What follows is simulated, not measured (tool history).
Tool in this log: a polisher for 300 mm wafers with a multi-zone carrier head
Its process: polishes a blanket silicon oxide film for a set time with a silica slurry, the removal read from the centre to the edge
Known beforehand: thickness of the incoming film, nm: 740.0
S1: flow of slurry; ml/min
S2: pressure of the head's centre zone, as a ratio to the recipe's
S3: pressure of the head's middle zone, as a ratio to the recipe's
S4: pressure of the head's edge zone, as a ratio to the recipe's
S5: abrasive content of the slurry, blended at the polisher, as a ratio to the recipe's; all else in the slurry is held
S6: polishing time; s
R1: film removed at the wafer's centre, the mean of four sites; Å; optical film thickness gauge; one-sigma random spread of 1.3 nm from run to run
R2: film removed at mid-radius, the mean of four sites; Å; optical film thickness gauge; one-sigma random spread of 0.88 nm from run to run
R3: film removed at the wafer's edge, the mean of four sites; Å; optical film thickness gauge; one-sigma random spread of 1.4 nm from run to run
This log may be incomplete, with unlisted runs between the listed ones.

run	hour	S1	S2	S3	S4	S5	S6	R1	R2	R3
1	0	245	1	1	1	1	62	1616.7	1654.6	1684.6
2	2	300	1	1	1	1	62	1698.4	1700.7	1694.9
3	7.6	295	0.97	1	0.98	0.95	62	1538.5	1654	1620.9
4	15	300	0.96	0.99	0.96	0.9	62	1486.6	1585.6	1535.6
5	19.9	300	0.96	0.99	0.9	0.9	62	1500.8	1582.6	1532.2
# hour 24.1: worn pad replaced by a new one
6	24.1	305	0.94	0.98	0.89	0.85	62	1627.1	1741.6	1691.9
7	24.8	295	0.95	1	0.94	0.8	62	1574.6	1692.6	1620.6
8	33.5	295	0.94	1	0.94	0.8	59	1484	1596.7	1575.6
9	34.2	305	0.93	1.01	0.93	0.8	56	1385.1	1554.9	1497.5
10	39.9	310	0.92	1.01	0.92	0.8	54	1330.1	1483.9	1426.2
11	40.7	310	0.91	1.01	0.92	0.8	53	1309.6	1455.1	1410.2
12	42.8	310	0.9	1.02	0.92	0.8	52	1271.3	1427.2	1371.7
13	48.4	310	0.9	1.02	0.92	0.8	52	1243.6	1430.3	1372.2
14	52.5	310	0.9	1.02	0.92	0.8	52	1270.3	1454	1365.6
15	54.7	310	0.89	1.02	0.92	0.8	51	1201.6	1401.6	1352.3
16	59.1	310	0.89	1.02	0.92	0.8	50	1172	1373.7	1304.8
17	65.2	300	0.87	1.02	0.91	0.85	50	1199.8	1436.3	1361.7
18	70.3	300	0.87	1.03	0.91	0.8	50	1156.8	1399.5	1288.5

Estimate the outcome of run 19 from the log above:
19	75.8	295	0.87	1.03	0.91	0.8	50	?	?	?

R1: 1161.6 Å
R2: 1399.8 Å
R3: 1299 Å

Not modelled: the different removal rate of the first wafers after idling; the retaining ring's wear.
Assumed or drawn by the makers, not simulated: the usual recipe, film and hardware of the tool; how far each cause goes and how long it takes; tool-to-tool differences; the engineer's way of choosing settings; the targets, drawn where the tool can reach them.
